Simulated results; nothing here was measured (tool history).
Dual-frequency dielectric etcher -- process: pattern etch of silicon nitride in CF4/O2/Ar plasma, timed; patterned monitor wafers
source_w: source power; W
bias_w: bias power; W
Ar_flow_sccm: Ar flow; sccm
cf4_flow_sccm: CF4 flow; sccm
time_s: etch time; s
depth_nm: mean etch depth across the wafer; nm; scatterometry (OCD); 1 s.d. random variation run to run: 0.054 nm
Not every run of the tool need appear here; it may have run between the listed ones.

Run 1, day 0: source_w 620 W, bias_w 66 W, Ar_flow_sccm 111 sccm, cf4_flow_sccm 121 sccm, time_s 7 s. Result: depth_nm 19.257 nm.
Run 2, day 0.342: source_w 570 W, bias_w 65 W, Ar_flow_sccm 111 sccm, cf4_flow_sccm 121 sccm, time_s 7 s. Result: depth_nm 17.603 nm.
Run 3, day 0.4: source_w 570 W, bias_w 60 W, Ar_flow_sccm 111 sccm, cf4_flow_sccm 121 sccm, time_s 7 s. Result: depth_nm 16.983 nm.
Run 4, day 0.6: source_w 570 W, bias_w 60 W, Ar_flow_sccm 111 sccm, cf4_flow_sccm 109 sccm, time_s 7 s. Result: depth_nm 16.684 nm.
Run 5, day 0.754: source_w 540 W, bias_w 60 W, Ar_flow_sccm 111 sccm, cf4_flow_sccm 109 sccm, time_s 7 s. Result: depth_nm 15.89 nm.
Run 6, day 1.117: source_w 520 W, bias_w 60 W, Ar_flow_sccm 111 sccm, cf4_flow_sccm 109 sccm, time_s 7 s. Result: depth_nm 15.139 nm.
Run 7, day 1.262: source_w 510 W, bias_w 60 W, Ar_flow_sccm 111 sccm, cf4_flow_sccm 109 sccm, time_s 7 s. Result: depth_nm 14.722 nm.
Run 8, day 1.362: source_w 500 W, bias_w 60 W, Ar_flow_sccm 111 sccm, cf4_flow_sccm 109 sccm, time_s 7 s. Result: depth_nm 14.553 nm.
Run 9, day 1.408: source_w 410 W, bias_w 60 W, Ar_flow_sccm 111 sccm, cf4_flow_sccm 109 sccm, time_s 7 s. Result: depth_nm 11.639 nm.
Run 10, day 1.6: source_w 420 W, bias_w 60 W, Ar_flow_sccm 111 sccm, cf4_flow_sccm 109 sccm, time_s 7 s. Result: depth_nm 11.915 nm.
Run 11, day 1.658: source_w 500 W, bias_w 60 W, Ar_flow_sccm 111 sccm, cf4_flow_sccm 109 sccm, time_s 7 s. Result: depth_nm 14.487 nm.
Run 12, day 1.775: source_w 490 W, bias_w 60 W, Ar_flow_sccm 111 sccm, cf4_flow_sccm 109 sccm, time_s 7 s. Result: depth_nm 14.184 nm.
Run 13, day 1.867: source_w 480 W, bias_w 60 W, Ar_flow_sccm 111 sccm, cf4_flow_sccm 109 sccm, time_s 7 s. Result: depth_nm 13.955 nm.
Run 14, day 1.9: source_w 470 W, bias_w 60 W, Ar_flow_sccm 111 sccm, cf4_flow_sccm 109 sccm, time_s 7 s. Result: depth_nm 13.536 nm.
Run 15, day 1.996: source_w 440 W, bias_w 60 W, Ar_flow_sccm 111 sccm, cf4_flow_sccm 109 sccm, time_s 7 s. Result: depth_nm 12.545 nm.
Run 16, day 2.233: source_w 450 W, bias_w 60 W, Ar_flow_sccm 111 sccm, cf4_flow_sccm 109 sccm, time_s 7 s. Result: depth_nm 12.855 nm.

Run 17 is up next; what results do you expect?
Run 17, day 2.254: source_w 470 W, bias_w 60 W, Ar_flow_sccm 111 sccm, cf4_flow_sccm 109 sccm, time_s 7 s. Result: depth_nm ?.

{"run 17": {"depth_nm": 13.616}}
